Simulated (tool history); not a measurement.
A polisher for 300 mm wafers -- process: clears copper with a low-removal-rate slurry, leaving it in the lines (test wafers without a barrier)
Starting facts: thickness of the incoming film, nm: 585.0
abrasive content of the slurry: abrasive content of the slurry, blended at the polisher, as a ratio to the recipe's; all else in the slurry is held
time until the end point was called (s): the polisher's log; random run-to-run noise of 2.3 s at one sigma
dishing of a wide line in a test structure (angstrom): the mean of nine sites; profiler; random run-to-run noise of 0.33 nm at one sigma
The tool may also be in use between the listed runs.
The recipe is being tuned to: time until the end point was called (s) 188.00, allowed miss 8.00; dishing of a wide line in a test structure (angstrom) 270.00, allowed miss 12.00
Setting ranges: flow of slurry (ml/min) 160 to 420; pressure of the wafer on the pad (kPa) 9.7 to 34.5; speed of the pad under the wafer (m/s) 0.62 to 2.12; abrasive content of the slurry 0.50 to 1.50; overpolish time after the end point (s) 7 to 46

run,hour,flow of slurry (ml/min),pressure of the wafer on the pad (kPa),speed of the pad under the wafer (m/s),abrasive content of the slurry,overpolish time after the end point (s),time until the end point was called (s),dishing of a wide line in a test structure (angstrom)
1,0.0,270,22.1,1.36,1.00,24,122.56,542.09
2,5.0,270,22.1,1.36,0.80,24,131.35,538.18
3,10.0,270,20.7,1.36,0.85,22,137.67,488.53
4,18.3,310,20.7,1.36,0.85,22,136.86,501.96
5,22.7,275,20.7,1.36,0.85,22,133.63,487.73
6,30.5,275,17.2,1.36,0.85,22,162.53,434.67
7,34.8,275,16.5,1.36,0.85,20,169.18,405.73
8,41.8,270,15.9,1.36,0.85,19,175.42,373.88
9,43.6,270,15.9,1.36,0.85,18,174.71,361.31
10,52.0,270,15.9,1.36,0.85,17,176.34,340.08
11,53.6,265,15.9,1.36,0.85,17,180.65,343.95
12,54.5,280,14.5,1.38,0.85,7,187.44,161.56
13,57.2,275,14.5,1.38,0.85,8,189.33,181.63
14,61.6,270,14.5,1.38,0.85,9,190.36,192.75
15,69.9,265,14.5,1.38,0.85,9,186.86,193.42
16,73.9,265,14.5,1.38,0.85,10,190.73,214.35

Consider the 5 candidate settings below. Which is the only one whose results all fall within their allowed miss of target?
A,77.9,325,11.7,1.44,1.05,15,?,?
B,77.9,330,13.8,1.26,1.10,9,?,?
C,77.9,200,17.9,1.16,0.80,13,?,?
D,77.9,315,14.5,1.40,0.85,8,?,?
E,77.9,280,13.8,1.48,0.85,11,?,?

move,time until the end point was called (s),dishing of a wide line in a test structure (angstrom)
A,211.56,272.40
B,204.35,186.32
C,190.75,269.90
D,185.34,183.43
E,185.71,238.45
A: puts the biggest miss on target and leaves a different result outside tolerance
B: misses by more than the last run did
C: in spec on every target
D: misses by more than the last run did
E: nearer the targets than the last run, but a result is still out of spec
Move C is the one to make.
